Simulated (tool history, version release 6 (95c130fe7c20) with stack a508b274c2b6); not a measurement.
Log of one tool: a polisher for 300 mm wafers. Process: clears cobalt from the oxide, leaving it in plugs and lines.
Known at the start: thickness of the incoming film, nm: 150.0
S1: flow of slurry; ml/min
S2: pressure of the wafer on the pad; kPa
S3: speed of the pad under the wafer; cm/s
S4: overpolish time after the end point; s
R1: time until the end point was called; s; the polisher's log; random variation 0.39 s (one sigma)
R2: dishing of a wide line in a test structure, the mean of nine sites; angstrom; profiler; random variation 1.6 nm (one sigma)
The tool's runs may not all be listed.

{"run": 1, "day": 0.0, "S1": 230, "S2": 15.9, "S3": 112, "S4": 25, "R1": 20.988, "R2": 627.37}
{"run": 2, "day": 0.3, "S1": 230, "S2": 15.2, "S3": 112, "S4": 26, "R1": 22.689, "R2": 658.02}
{"run": 3, "day": 0.554, "S1": 230, "S2": 15.2, "S3": 98, "S4": 26, "R1": 24.952, "R2": 641.44}
{"run": 4, "day": 0.629, "S1": 230, "S2": 14.5, "S3": 98, "S4": 26, "R1": 25.855, "R2": 620.31}
{"run": 5, "day": 0.983, "S1": 230, "S2": 14.5, "S3": 98, "S4": 19, "R1": 25.575, "R2": 554.48}
{"run": 6, "day": 1.046, "S1": 230, "S2": 14.5, "S3": 98, "S4": 29, "R1": 25.557, "R2": 610.94}
{"run": 7, "day": 1.242, "S1": 225, "S2": 13.8, "S3": 98, "S4": 31, "R1": 26.444, "R2": 623.76}
{"run": 8, "day": 1.296, "S1": 225, "S2": 13.1, "S3": 98, "S4": 33, "R1": 28.968, "R2": 647.67}

Run 9 comes next. What will it give?
{"run": 9, "day": 1.329, "S1": 220, "S2": 9.7, "S3": 96, "S4": 32, "R1": "?", "R2": "?"}

{"run 9": {"R1": 38.941, "R2": 574.68}}
